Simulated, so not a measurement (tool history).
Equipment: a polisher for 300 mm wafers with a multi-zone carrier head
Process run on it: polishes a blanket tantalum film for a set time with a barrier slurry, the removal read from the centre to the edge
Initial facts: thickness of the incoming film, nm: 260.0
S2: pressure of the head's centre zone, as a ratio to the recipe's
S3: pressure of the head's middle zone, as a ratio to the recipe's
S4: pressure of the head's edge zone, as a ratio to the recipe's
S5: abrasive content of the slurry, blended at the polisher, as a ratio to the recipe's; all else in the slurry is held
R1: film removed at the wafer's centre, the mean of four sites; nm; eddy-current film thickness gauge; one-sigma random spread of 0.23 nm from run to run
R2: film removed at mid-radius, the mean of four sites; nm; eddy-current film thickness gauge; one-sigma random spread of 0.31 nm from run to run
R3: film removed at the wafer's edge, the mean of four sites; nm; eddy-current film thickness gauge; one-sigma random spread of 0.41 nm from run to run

{"run": 1, "hour": 0.0, "flow of slurry (ml/min)": 160, "S2": 1.0, "S3": 1.0, "S4": 1.0, "S5": 1.0, "polishing time (s)": 32, "R1": 32.67, "R2": 32.252, "R3": 33.371}
{"run": 2, "hour": 2.7, "flow of slurry (ml/min)": 160, "S2": 1.0, "S3": 1.0, "S4": 1.08, "S5": 1.0, "polishing time (s)": 32, "R1": 32.541, "R2": 32.353, "R3": 34.466}
{"run": 3, "hour": 5.3, "flow of slurry (ml/min)": 160, "S2": 1.0, "S3": 1.0, "S4": 1.14, "S5": 1.0, "polishing time (s)": 32, "R1": 32.425, "R2": 31.709, "R3": 35.684}
{"run": 4, "hour": 12.9, "flow of slurry (ml/min)": 160, "S2": 0.99, "S3": 1.0, "S4": 1.15, "S5": 1.0, "polishing time (s)": 32, "R1": 32.117, "R2": 31.977, "R3": 35.793}
{"run": 5, "hour": 19.2, "flow of slurry (ml/min)": 160, "S2": 0.99, "S3": 1.0, "S4": 1.15, "S5": 0.85, "polishing time (s)": 32, "R1": 30.227, "R2": 30.041, "R3": 33.439}
{"hour": 25.2, "done": "edge zone pressure recalibrated"}
{"run": 6, "hour": 25.2, "flow of slurry (ml/min)": 160, "S2": 0.93, "S3": 1.0, "S4": 1.15, "S5": 0.85, "polishing time (s)": 32, "R1": 28.418, "R2": 29.812, "R3": 31.932}
{"run": 7, "hour": 28.2, "flow of slurry (ml/min)": 160, "S2": 0.94, "S3": 1.0, "S4": 1.16, "S5": 0.9, "polishing time (s)": 32, "R1": 29.474, "R2": 30.442, "R3": 33.536}
{"run": 8, "hour": 34.2, "flow of slurry (ml/min)": 165, "S2": 0.94, "S3": 0.99, "S4": 1.16, "S5": 0.95, "polishing time (s)": 32, "R1": 30.064, "R2": 31.881, "R3": 34.571}

Run 9, settings as shown, results not yet in. Your forecast:
{"run": 9, "hour": 42.3, "flow of slurry (ml/min)": 165, "S2": 0.94, "S3": 0.99, "S4": 1.16, "S5": 0.95, "polishing time (s)": 32, "R1": "?", "R2": "?", "R3": "?"}

For run 9 the tool returned R1 30.317 nm, R2 31.509 nm, R3 33.338 nm.

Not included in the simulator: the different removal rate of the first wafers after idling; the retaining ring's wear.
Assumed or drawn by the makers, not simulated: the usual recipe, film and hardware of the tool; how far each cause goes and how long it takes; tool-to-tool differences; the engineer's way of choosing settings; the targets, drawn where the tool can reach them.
